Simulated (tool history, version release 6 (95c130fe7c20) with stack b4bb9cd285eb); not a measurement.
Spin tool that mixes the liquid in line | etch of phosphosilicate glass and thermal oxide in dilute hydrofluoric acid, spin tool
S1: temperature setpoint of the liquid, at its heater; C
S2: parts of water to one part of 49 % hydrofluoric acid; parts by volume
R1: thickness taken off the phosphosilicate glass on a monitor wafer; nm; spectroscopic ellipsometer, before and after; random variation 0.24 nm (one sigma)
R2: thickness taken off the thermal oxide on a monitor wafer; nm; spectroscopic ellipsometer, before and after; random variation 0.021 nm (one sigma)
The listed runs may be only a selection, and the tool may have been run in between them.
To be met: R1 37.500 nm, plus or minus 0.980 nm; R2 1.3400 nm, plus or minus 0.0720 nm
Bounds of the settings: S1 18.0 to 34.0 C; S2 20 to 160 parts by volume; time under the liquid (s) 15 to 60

run 1 hour=0.0 | S1=26.0 S2=90 time_under_the_liquid_(s)=30 | R1=51.066 R2=1.8226
run 2 hour=8.2 | S1=26.0 S2=65 time_under_the_liquid_(s)=30 | R1=72.127 R2=2.5641
run 3 hour=12.8 | S1=23.5 S2=75 time_under_the_liquid_(s)=30 | R1=55.875 R2=1.9502
run 4 hour=20.4 | S1=22.0 S2=80 time_under_the_liquid_(s)=30 | R1=49.205 R2=1.7192
run 5 hour=27.3 | S1=21.0 S2=85 time_under_the_liquid_(s)=30 | R1=44.132 R2=1.5430
run 6 hour=32.9 | S1=20.0 S2=85 time_under_the_liquid_(s)=30 | R1=41.926 R2=1.5135
run 7 hour=39.8 | S1=19.5 S2=85 time_under_the_liquid_(s)=30 | R1=41.089 R2=1.4917
run 8 hour=44.0 | S1=18.0 S2=90 time_under_the_liquid_(s)=30 | R1=36.669 R2=1.3319

Below are 5 possible settings for the next run. Only one of them brings all results inside the allowed miss of their targets. Which is it?
run A hour=48.2 | S1=25.5 S2=105 time_under_the_liquid_(s)=25 | R1=? R2=?
run B hour=48.2 | S1=18.0 S2=120 time_under_the_liquid_(s)=40 | R1=? R2=?
run C hour=48.2 | S1=18.5 S2=95 time_under_the_liquid_(s)=30 | R1=? R2=?
run D hour=48.2 | S1=21.5 S2=100 time_under_the_liquid_(s)=30 | R1=? R2=?
run E hour=48.2 | S1=18.0 S2=95 time_under_the_liquid_(s)=30 | R1=? R2=?

move=A R1=34.839 R2=1.2344
move=B R1=35.471 R2=1.2568
move=C R1=35.182 R2=1.2466
move=D R1=37.636 R2=1.3335
move=E R1=34.451 R2=1.2207
A: the biggest miss grows against the last run
B: the biggest miss grows against the last run
C: the biggest miss grows against the last run
D: every result lands within tolerance
E: the biggest miss grows against the last run
So the answer is move D, the one that meets all the targets.
